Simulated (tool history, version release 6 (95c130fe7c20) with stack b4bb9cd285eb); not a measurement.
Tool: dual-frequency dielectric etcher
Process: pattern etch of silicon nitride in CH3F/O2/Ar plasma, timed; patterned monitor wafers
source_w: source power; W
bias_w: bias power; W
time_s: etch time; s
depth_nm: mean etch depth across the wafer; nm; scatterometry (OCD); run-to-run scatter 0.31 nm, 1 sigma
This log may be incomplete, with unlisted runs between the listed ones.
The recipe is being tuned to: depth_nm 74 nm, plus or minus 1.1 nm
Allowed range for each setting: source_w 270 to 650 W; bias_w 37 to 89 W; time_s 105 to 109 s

| run | hour | source_w | bias_w | time_s | depth_nm |
|---|---|---|---|---|---|
| 1 | 0 | 460 | 63 | 105 | 81.286 |
| 2 | 8.9 | 460 | 63 | 109 | 84.903 |
| 3 | 12.2 | 440 | 63 | 109 | 83.817 |
| 4 | 21.1 | 440 | 63 | 105 | 79.952 |
| 5 | 24.6 | 470 | 63 | 105 | 82.15 |
| 6 | 28.7 | 450 | 63 | 105 | 80.924 |
| 7 | 29.6 | 430 | 63 | 105 | 79.519 |
| 8 | 38.1 | 420 | 63 | 105 | 78.845 |
| 9 | 41.5 | 410 | 63 | 105 | 77.812 |
| 10 | 42.8 | 400 | 63 | 105 | 77.507 |
| 11 | 43.9 | 390 | 63 | 105 | 76.582 |
| 12 | 45.6 | 380 | 63 | 105 | 75.825 |

Exactly one of the 5 candidate moves below puts every result within its allowed miss. Which one?
| A | 47.3 | 370 | 69 | 106 | ? |
| B | 47.3 | 430 | 51 | 107.5 | ? |
| C | 47.3 | 430 | 58 | 108 | ? |
| D | 47.3 | 390 | 60 | 108 | ? |
| E | 47.3 | 360 | 60 | 106 | ? |

| move | depth_nm |
|---|---|
| A | 77.317 |
| B | 77.161 |
| C | 79.782 |
| D | 77.597 |
| E | 73.982 |
A: the biggest miss grows against the last run
B: the biggest miss grows against the last run
C: the biggest miss grows against the last run
D: the biggest miss grows against the last run
E: all results land within tolerance of their targets
Go with E: it meets all targets.
